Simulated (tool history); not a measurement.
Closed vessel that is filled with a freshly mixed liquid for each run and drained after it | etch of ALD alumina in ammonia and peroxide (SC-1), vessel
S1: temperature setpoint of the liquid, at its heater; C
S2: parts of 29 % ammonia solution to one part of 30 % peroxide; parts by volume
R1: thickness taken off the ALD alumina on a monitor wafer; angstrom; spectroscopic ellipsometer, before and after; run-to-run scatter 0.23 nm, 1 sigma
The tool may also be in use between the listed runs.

{"run": 1, "day": 0.0, "S1": 50, "S2": 0.8, "time in the liquid (s)": 595, "R1": 412.34}
{"run": 2, "day": 0.146, "S1": 50, "S2": 0.8, "time in the liquid (s)": 595, "R1": 414.3}
{"run": 3, "day": 0.517, "S1": 51, "S2": 0.8, "time in the liquid (s)": 595, "R1": 435.13}
{"run": 4, "day": 0.817, "S1": 51, "S2": 0.5, "time in the liquid (s)": 595, "R1": 416.79}
{"run": 5, "day": 1.104, "S1": 51, "S2": 0.5, "time in the liquid (s)": 640, "R1": 448.96}
{"run": 6, "day": 1.479, "S1": 51, "S2": 0.75, "time in the liquid (s)": 640, "R1": 460.17}
{"run": 7, "day": 1.858, "S1": 51, "S2": 0.75, "time in the liquid (s)": 640, "R1": 464.33}

What will run 8 give?
{"run": 8, "day": 2.129, "S1": 51.5, "S2": 0.75, "time in the liquid (s)": 640, "R1": "?"}

R1: 479.81 angstrom
